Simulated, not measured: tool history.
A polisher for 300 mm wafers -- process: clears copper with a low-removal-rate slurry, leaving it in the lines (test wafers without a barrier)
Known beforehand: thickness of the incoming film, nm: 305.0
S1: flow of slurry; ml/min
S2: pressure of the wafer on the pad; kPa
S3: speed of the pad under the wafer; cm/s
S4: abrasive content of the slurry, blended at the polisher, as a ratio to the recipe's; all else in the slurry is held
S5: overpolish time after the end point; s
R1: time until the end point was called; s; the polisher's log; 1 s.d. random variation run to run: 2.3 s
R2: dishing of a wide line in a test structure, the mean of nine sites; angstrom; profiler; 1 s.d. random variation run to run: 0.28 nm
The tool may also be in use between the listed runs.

{"run": 1, "hour": 0.0, "S1": 175, "S2": 17.2, "S3": 114, "S4": 1.0, "S5": 30, "R1": 105.97, "R2": 259.41}
{"run": 2, "hour": 5.5, "S1": 175, "S2": 15.9, "S3": 116, "S4": 1.0, "S5": 27, "R1": 119.0, "R2": 239.11}
{"run": 3, "hour": 6.1, "S1": 175, "S2": 15.2, "S3": 120, "S4": 1.0, "S5": 25, "R1": 118.32, "R2": 227.09}
{"run": 4, "hour": 11.8, "S1": 170, "S2": 14.5, "S3": 124, "S4": 0.95, "S5": 23, "R1": 121.33, "R2": 227.63}
{"hour": 13.2, "done": "head pressure recalibrated"}
{"run": 5, "hour": 13.2, "S1": 185, "S2": 13.8, "S3": 124, "S4": 1.0, "S5": 21, "R1": 139.35, "R2": 203.76}
{"run": 6, "hour": 19.1, "S1": 185, "S2": 13.8, "S3": 124, "S4": 0.85, "S5": 21, "R1": 143.9, "R2": 198.16}
{"run": 7, "hour": 23.1, "S1": 195, "S2": 13.8, "S3": 126, "S4": 0.8, "S5": 19, "R1": 137.05, "R2": 188.39}
{"run": 8, "hour": 29.1, "S1": 200, "S2": 13.8, "S3": 126, "S4": 0.8, "S5": 18, "R1": 140.39, "R2": 185.26}

The next listed run, before its measurement:
{"run": 9, "hour": 31.2, "S1": 170, "S2": 9.0, "S3": 138, "S4": 0.85, "S5": 9, "R1": "?", "R2": "?"}

Run 9 gave R1 197.61 s, R2 86.709 angstrom.
